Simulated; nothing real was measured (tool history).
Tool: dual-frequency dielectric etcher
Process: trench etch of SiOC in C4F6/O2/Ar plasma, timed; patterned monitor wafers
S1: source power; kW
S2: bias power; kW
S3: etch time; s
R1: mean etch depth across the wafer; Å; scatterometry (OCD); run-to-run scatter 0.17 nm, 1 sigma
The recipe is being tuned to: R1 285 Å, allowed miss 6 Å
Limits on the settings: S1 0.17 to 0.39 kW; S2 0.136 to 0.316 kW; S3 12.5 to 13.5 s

Run 1, hour 0: S1 0.28 kW, S2 0.226 kW, S3 13.5 s. Result: R1 257.55 Å.
Run 2, hour 4.3: S1 0.28 kW, S2 0.226 kW, S3 12.5 s. Result: R1 239.84 Å.
Run 3, hour 9: S1 0.28 kW, S2 0.2 kW, S3 12.5 s. Result: R1 225.01 Å.
Run 4, hour 16.2: S1 0.29 kW, S2 0.206 kW, S3 12.5 s. Result: R1 229.99 Å.
Run 5, hour 22.9: S1 0.29 kW, S2 0.206 kW, S3 13.5 s. Result: R1 244.5 Å.
Run 6, hour 29.4: S1 0.25 kW, S2 0.206 kW, S3 13.5 s. Result: R1 239.95 Å.
Run 7, hour 31.5: S1 0.26 kW, S2 0.215 kW, S3 13.5 s. Result: R1 246.86 Å.
Run 8, hour 38.5: S1 0.32 kW, S2 0.234 kW, S3 13.5 s. Result: R1 273.25 Å.

Which one of the following 5 next-run settings gets every result inside its allowed miss? There is exactly one.
Run A, hour 45.5: S1 0.31 kW, S2 0.254 kW, S3 13.5 s. Result: R1 ?.
Run B, hour 45.5: S1 0.3 kW, S2 0.222 kW, S3 13.5 s. Result: R1 ?.
Run C, hour 45.5: S1 0.28 kW, S2 0.229 kW, S3 13.5 s. Result: R1 ?.
Run D, hour 45.5: S1 0.32 kW, S2 0.22 kW, S3 13.5 s. Result: R1 ?.
Run E, hour 45.5: S1 0.31 kW, S2 0.232 kW, S3 13 s. Result: R1 ?.

move      R1
   A  285.05
   B  262.94
   C  262.51
   D  266.31
   E  261.62
A: each result inside its tolerance
B: the biggest miss grows against the last run
C: the biggest miss grows against the last run
D: the biggest miss grows against the last run
E: the biggest miss grows against the last run
Answer: A
